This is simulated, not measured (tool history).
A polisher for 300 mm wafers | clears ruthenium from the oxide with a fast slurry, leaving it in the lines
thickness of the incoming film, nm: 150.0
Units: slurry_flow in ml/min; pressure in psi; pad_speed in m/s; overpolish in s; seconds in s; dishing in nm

{"run": 1, "day": 0.0, "slurry_flow": 235, "pressure": 2.8, "pad_speed": 1.28, "slurry_solids": 1, "overpolish": 18, "seconds": 31.241, "dishing": 67.017}
{"run": 2, "day": 0.208, "slurry_flow": 235, "pressure": 2.9, "pad_speed": 1.28, "slurry_solids": 1, "overpolish": 19, "seconds": 29.182, "dishing": 71.335}
{"run": 3, "day": 0.354, "slurry_flow": 235, "pressure": 2.9, "pad_speed": 1.28, "slurry_solids": 1, "overpolish": 20, "seconds": 29.556, "dishing": 75.453}
{"run": 4, "day": 0.533, "slurry_flow": 235, "pressure": 2.9, "pad_speed": 1.1, "slurry_solids": 1, "overpolish": 20, "seconds": 32.474, "dishing": 68.567}
{"day": 0.888, "done": "worn pad replaced by a new one"}
{"run": 5, "day": 0.888, "slurry_flow": 235, "pressure": 3, "pad_speed": 1.12, "slurry_solids": 1, "overpolish": 21, "seconds": 28.498, "dishing": 80.313}
{"run": 6, "day": 1.217, "slurry_flow": 235, "pressure": 3, "pad_speed": 0.82, "slurry_solids": 1, "overpolish": 21, "seconds": 34.262, "dishing": 69.055}

The next listed run, before its measurement:
{"run": 7, "day": 1.475, "slurry_flow": 235, "pressure": 3.1, "pad_speed": 0.82, "slurry_solids": 1, "overpolish": 21, "seconds": "?", "dishing": "?"}

Run 7 gave seconds 33.762 s, dishing 69.766 nm.

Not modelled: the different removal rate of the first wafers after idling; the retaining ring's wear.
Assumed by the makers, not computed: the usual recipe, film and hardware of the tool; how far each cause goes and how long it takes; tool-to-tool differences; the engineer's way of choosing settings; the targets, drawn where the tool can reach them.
